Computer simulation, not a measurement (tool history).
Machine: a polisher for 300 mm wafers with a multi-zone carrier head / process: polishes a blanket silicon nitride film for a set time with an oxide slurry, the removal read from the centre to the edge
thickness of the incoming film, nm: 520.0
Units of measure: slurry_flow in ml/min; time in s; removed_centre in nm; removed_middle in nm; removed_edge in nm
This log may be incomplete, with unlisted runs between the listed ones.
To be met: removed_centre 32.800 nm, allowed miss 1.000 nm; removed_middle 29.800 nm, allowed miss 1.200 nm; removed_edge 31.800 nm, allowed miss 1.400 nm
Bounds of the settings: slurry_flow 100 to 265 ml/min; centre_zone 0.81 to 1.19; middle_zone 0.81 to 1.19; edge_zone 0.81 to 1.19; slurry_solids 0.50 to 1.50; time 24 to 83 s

run 1 day=0.000 | slurry_flow=170 centre_zone=1.00 middle_zone=1.00 edge_zone=1.00 slurry_solids=1.00 time=53 | removed_centre=45.421 removed_middle=45.994 removed_edge=47.283
run 2 day=0.079 | slurry_flow=170 centre_zone=1.00 middle_zone=1.00 edge_zone=1.00 slurry_solids=1.00 time=46 | removed_centre=39.490 removed_middle=41.212 removed_edge=40.813
run 3 day=0.158 | slurry_flow=160 centre_zone=1.00 middle_zone=0.95 edge_zone=0.96 slurry_solids=0.90 time=46 | removed_centre=37.463 removed_middle=36.967 removed_edge=37.896
run 4 day=0.217 | slurry_flow=150 centre_zone=0.99 middle_zone=0.91 edge_zone=0.92 slurry_solids=0.85 time=46 | removed_centre=36.160 removed_middle=33.878 removed_edge=36.872
run 5 day=0.579 | slurry_flow=150 centre_zone=1.00 middle_zone=0.91 edge_zone=0.90 slurry_solids=0.75 time=46 | removed_centre=33.354 removed_middle=32.001 removed_edge=33.122
run 6 day=0.888 | slurry_flow=170 centre_zone=1.00 middle_zone=0.91 edge_zone=0.90 slurry_solids=0.75 time=46 | removed_centre=34.623 removed_middle=32.309 removed_edge=34.004
run 7 day=1.212 | slurry_flow=160 centre_zone=1.00 middle_zone=0.90 edge_zone=0.88 slurry_solids=0.75 time=46 | removed_centre=34.401 removed_middle=32.659 removed_edge=33.530
run 8 day=1.367 | slurry_flow=150 centre_zone=1.00 middle_zone=0.89 edge_zone=0.87 slurry_solids=0.75 time=46 | removed_centre=33.956 removed_middle=31.984 removed_edge=32.071

4 candidate next runs follow, results not yet known. Just one meets every target within its allowed miss. Identify it.
run A day=1.521 | slurry_flow=145 centre_zone=0.99 middle_zone=0.86 edge_zone=0.82 slurry_solids=0.55 time=54 | removed_centre=? removed_middle=? removed_edge=?
run B day=1.521 | slurry_flow=170 centre_zone=1.11 middle_zone=0.90 edge_zone=0.84 slurry_solids=0.70 time=45 | removed_centre=? removed_middle=? removed_edge=?
run C day=1.521 | slurry_flow=160 centre_zone=0.94 middle_zone=0.96 edge_zone=0.81 slurry_solids=0.75 time=46 | removed_centre=? removed_middle=? removed_edge=?
run D day=1.521 | slurry_flow=215 centre_zone=1.10 middle_zone=0.81 edge_zone=0.84 slurry_solids=0.70 time=45 | removed_centre=? removed_middle=? removed_edge=?

move=A removed_centre=32.897 removed_middle=30.443 removed_edge=31.906
move=B removed_centre=35.440 removed_middle=30.712 removed_edge=31.114
move=C removed_centre=32.173 removed_middle=34.016 removed_edge=32.167
move=D removed_centre=36.432 removed_middle=29.086 removed_edge=31.896
A: all results land within tolerance of their targets
B: brings the last run's worst result on target, with another outside its allowed miss
C: further off than the last run
D: brings the last run's worst result on target, with another outside its allowed miss
Go with A: it meets all targets.
